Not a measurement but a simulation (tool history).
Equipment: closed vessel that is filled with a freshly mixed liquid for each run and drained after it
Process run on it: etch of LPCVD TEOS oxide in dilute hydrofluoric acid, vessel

run	day	temperature setpoint of the liquid (C)	parts of water to one part of 49 % hydrofluoric acid (parts by volume)	time in the liquid (s)	thickness taken off the LPCVD TEOS oxide on a monitor wafer (nm)
1	0	21	65	30	9.6265
2	0.158	21	65	30	9.7015
3	0.417	23	60	30	11.512
4	0.692	23	70	30	9.5618
5	0.954	24.5	60	30	12.133
6	1.238	24.5	40	30	18.699
7	1.504	25.5	40	30	19.448
8	1.725	26	40	30	20.036

Run 9 comes next. What will it give?
9	1.846	26.5	40	30	?

For run 9 the tool returned thickness taken off the LPCVD TEOS oxide on a monitor wafer (nm) 20.234.

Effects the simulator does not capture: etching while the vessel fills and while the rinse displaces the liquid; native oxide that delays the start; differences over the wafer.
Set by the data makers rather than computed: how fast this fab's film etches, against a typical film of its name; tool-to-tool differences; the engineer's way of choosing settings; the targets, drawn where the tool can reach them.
